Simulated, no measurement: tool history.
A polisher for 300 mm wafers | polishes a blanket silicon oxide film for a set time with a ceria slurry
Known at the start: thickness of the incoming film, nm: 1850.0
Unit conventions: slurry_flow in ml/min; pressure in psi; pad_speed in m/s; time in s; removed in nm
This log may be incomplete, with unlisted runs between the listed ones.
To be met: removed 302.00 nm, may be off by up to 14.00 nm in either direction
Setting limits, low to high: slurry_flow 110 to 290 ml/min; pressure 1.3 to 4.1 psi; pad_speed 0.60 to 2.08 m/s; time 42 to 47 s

{"run": 1, "hour": 0.0, "slurry_flow": 185, "pressure": 2.7, "pad_speed": 1.34, "time": 47, "removed": 192.28}
{"run": 2, "hour": 1.3, "slurry_flow": 185, "pressure": 3.0, "pad_speed": 1.36, "time": 47, "removed": 212.87}
{"run": 3, "hour": 8.4, "slurry_flow": 185, "pressure": 3.3, "pad_speed": 1.38, "time": 47, "removed": 237.14}
{"run": 4, "hour": 9.0, "slurry_flow": 185, "pressure": 3.5, "pad_speed": 1.38, "time": 47, "removed": 255.9}
{"run": 5, "hour": 10.4, "slurry_flow": 185, "pressure": 3.6, "pad_speed": 1.38, "time": 47, "removed": 260.11}
{"run": 6, "hour": 19.2, "slurry_flow": 185, "pressure": 3.7, "pad_speed": 1.38, "time": 47, "removed": 260.95}
{"run": 7, "hour": 23.5, "slurry_flow": 185, "pressure": 3.7, "pad_speed": 1.38, "time": 47, "removed": 272.76}
{"run": 8, "hour": 32.4, "slurry_flow": 185, "pressure": 3.8, "pad_speed": 1.38, "time": 47, "removed": 265.33}
{"run": 9, "hour": 38.4, "slurry_flow": 185, "pressure": 3.9, "pad_speed": 1.4, "time": 47, "removed": 291.64}

Which of these 4 next moves meets every target?
{"run": "A", "hour": 44.4, "slurry_flow": 135, "pressure": 3.9, "pad_speed": 1.62, "time": 42, "removed": "?"}
{"run": "B", "hour": 44.4, "slurry_flow": 175, "pressure": 3.3, "pad_speed": 1.54, "time": 47, "removed": "?"}
{"run": "C", "hour": 44.4, "slurry_flow": 160, "pressure": 3.8, "pad_speed": 1.4, "time": 47, "removed": "?"}
{"run": "D", "hour": 44.4, "slurry_flow": 170, "pressure": 4.0, "pad_speed": 1.58, "time": 45, "removed": "?"}

move=A removed=269.74
move=B removed=252.85
move=C removed=267.46
move=D removed=297.22
A: moves away from the targets compared with the last run
B: moves away from the targets compared with the last run
C: moves away from the targets compared with the last run
D: every result within its allowed miss
Move D is the one to make.
